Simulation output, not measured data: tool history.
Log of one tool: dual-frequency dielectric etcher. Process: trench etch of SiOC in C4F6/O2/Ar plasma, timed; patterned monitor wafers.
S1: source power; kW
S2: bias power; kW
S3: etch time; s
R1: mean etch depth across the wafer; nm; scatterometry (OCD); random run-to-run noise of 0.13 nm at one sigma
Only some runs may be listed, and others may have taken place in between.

run	hour	S1	S2	S3	R1
1	0.0	0.370	0.253	23.5	51.417
2	8.8	0.340	0.248	23.5	49.423
3	15.4	0.340	0.271	23.5	50.851
4	17.4	0.320	0.265	23.5	49.138
5	19.1	0.280	0.265	23.5	46.707
# hour 19.9: source power generator calibrated
6	19.9	0.260	0.265	23.5	46.372
7	24.1	0.250	0.262	23.5	45.755
8	33.0	0.250	0.259	23.5	45.739
9	41.9	0.250	0.256	23.5	45.360

Forecast run 10:
10	45.5	0.250	0.255	23.5	?

R1: 45.651 nm
